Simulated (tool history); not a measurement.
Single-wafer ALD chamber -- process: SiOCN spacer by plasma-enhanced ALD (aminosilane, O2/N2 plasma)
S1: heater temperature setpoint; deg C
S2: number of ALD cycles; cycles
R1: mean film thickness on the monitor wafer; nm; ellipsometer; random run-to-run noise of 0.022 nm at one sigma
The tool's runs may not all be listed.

run,hour,S1,S2,R1
1,0.0,380,99,6.5160
2,1.5,373,99,6.5463
3,9.5,364,99,6.4908
4,10.9,364,91,5.9946
5,13.2,356,91,6.0187
6,19.8,356,85,5.5925

Estimate the outcome of run 7 from the log above:
7,26.4,356,82,?

R1: 5.3880 nm
